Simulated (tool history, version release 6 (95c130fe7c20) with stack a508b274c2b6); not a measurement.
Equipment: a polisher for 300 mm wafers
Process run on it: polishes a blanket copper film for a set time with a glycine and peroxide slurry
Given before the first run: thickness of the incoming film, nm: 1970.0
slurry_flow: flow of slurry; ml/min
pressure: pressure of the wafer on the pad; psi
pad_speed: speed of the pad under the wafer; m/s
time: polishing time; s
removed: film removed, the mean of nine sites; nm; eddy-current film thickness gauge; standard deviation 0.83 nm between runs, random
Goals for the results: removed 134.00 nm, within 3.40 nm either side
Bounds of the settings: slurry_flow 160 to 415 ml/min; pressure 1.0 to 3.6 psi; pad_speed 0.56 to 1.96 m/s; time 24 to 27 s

run  hour  slurry_flow  pressure  pad_speed  time  removed
  1   0.0          265       2.3       1.26    27   177.03
  2   1.5          265       2.3       1.26    24   157.74
  3   2.9          265       2.2       1.26    24   148.94
  4   5.3          265       2.2       1.26    24   150.82
  5   9.8          265       1.6       1.26    24   117.21
  6  18.1          265       1.6       1.12    24   107.55
  7  21.0          265       1.6       1.12    24   107.13
  8  26.9          270       1.7       1.12    24   113.19
  9  27.7          280       1.8       1.12    24   119.05

Next run, 4 choices. One meets every target within its allowed miss, the rest don't. Which?
  A  28.5          315       2.6       0.92    25        ?
  B  28.5          265       1.5       1.20    24        ?
  C  28.5          245       1.7       1.30    26        ?
  D  28.5          380       1.7       1.04    25        ?

move  removed
   A   147.56
   B   108.84
   C   136.03
   D   116.94
A: the result that was furthest off in the last run now lies on the other side of its target
B: misses by more than the last run did
C: hits every target within its allowed miss
D: misses by more than the last run did
So the answer is move C, the one that meets all the targets.

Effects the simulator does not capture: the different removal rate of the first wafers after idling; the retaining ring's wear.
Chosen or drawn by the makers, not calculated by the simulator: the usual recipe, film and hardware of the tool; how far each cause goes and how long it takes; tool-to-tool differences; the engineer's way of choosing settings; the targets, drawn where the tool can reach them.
